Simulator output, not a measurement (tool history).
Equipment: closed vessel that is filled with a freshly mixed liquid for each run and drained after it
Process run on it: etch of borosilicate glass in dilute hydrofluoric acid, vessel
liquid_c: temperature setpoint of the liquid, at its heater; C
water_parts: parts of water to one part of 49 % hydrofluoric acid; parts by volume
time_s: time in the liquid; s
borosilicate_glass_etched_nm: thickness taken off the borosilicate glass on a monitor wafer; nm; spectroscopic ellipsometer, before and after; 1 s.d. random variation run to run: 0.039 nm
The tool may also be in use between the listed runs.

run	hour	liquid_c	water_parts	time_s	borosilicate_glass_etched_nm
1	0	23	290	30	2.1896
2	6.3	23	290	30	2.1867
3	13.8	19.5	290	30	1.9198
4	20.3	21.5	290	30	2.0546
5	23.3	21.5	390	30	1.4119
6	24.9	24	300	30	2.1712
7	33.3	26	235	30	3.1631
8	36.9	27.5	190	30	4.3188
9	44.5	28.5	160	30	5.5585
10	51.3	29	145	30	6.3929
11	58.9	29	145	30	6.3586
12	62.5	29.5	135	30	7.0859
13	64.5	30	130	30	7.518
14	65.5	30.5	125	30	7.9909
15	67	31	105	30	9.9911

Run 16 has not been measured yet. What should we expect?
16	72.3	30.5	105	30	?

{"run 16": {"borosilicate_glass_etched_nm": 9.7948}}
